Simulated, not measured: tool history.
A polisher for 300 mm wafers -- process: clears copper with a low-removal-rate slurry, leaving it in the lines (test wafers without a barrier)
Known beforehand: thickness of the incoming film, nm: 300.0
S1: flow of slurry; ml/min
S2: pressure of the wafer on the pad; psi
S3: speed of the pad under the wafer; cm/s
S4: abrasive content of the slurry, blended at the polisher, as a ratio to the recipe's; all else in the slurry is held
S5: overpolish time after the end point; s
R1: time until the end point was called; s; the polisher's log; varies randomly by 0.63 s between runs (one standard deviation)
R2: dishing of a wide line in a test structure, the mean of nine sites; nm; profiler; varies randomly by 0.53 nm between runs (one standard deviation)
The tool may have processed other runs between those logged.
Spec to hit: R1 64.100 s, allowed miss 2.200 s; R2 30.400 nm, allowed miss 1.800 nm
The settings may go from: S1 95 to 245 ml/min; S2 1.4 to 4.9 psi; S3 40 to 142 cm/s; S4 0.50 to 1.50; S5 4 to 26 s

run 1 day=0.000 | S1=155 S2=3.1 S3=90 S4=1.00 S5=13 | R1=99.288 R2=28.512
run 2 day=0.238 | S1=155 S2=3.1 S3=90 S4=0.85 S5=13 | R1=102.870 R2=28.098
run 3 day=0.283 | S1=155 S2=3.1 S3=90 S4=0.85 S5=17 | R1=102.570 R2=34.474
run 4 day=0.354 | S1=160 S2=3.4 S3=90 S4=0.85 S5=15 | R1=97.085 R2=32.939
run 5 day=0.525 | S1=140 S2=3.4 S3=90 S4=0.85 S5=15 | R1=98.684 R2=32.444
run 6 day=0.838 | S1=175 S2=3.4 S3=90 S4=0.85 S5=15 | R1=95.209 R2=33.127
run 7 day=0.871 | S1=180 S2=3.7 S3=90 S4=0.85 S5=13 | R1=88.464 R2=31.261
run 8 day=1.075 | S1=180 S2=4.0 S3=90 S4=0.85 S5=12 | R1=83.359 R2=31.266
run 9 day=1.208 | S1=180 S2=4.2 S3=92 S4=0.85 S5=11 | R1=81.675 R2=29.592
run 10 day=1.496 | S1=185 S2=4.4 S3=94 S4=0.85 S5=10 | R1=76.121 R2=28.607
-- day=1.667 head pressure recalibrated
run 11 day=1.667 | S1=190 S2=4.5 S3=96 S4=0.85 S5=10 | R1=75.151 R2=27.648
run 12 day=1.933 | S1=190 S2=4.5 S3=96 S4=0.85 S5=10 | R1=74.686 R2=28.687
run 13 day=2.275 | S1=190 S2=4.6 S3=98 S4=0.85 S5=10 | R1=74.033 R2=29.764

5 next moves are on the table. One of them brings every result within its allowed miss. Which?
run A day=2.617 | S1=200 S2=4.9 S3=102 S4=1.10 S5=9 | R1=? R2=?
run B day=2.617 | S1=175 S2=4.2 S3=88 S4=0.80 S5=13 | R1=? R2=?
run C day=2.617 | S1=135 S2=4.4 S3=98 S4=0.55 S5=12 | R1=? R2=?
run D day=2.617 | S1=170 S2=4.3 S3=98 S4=0.65 S5=12 | R1=? R2=?
run E day=2.617 | S1=210 S2=4.6 S3=90 S4=0.80 S5=11 | R1=? R2=?

move=A R1=62.517 R2=29.596
move=B R1=87.114 R2=30.412
move=C R1=84.007 R2=29.330
move=D R1=80.391 R2=30.436
move=E R1=78.119 R2=28.999
A: every result lands within tolerance
B: the biggest miss grows against the last run
C: the biggest miss grows against the last run
D: the biggest miss grows against the last run
E: the biggest miss grows against the last run
So the answer is move A, the one that meets all the targets.
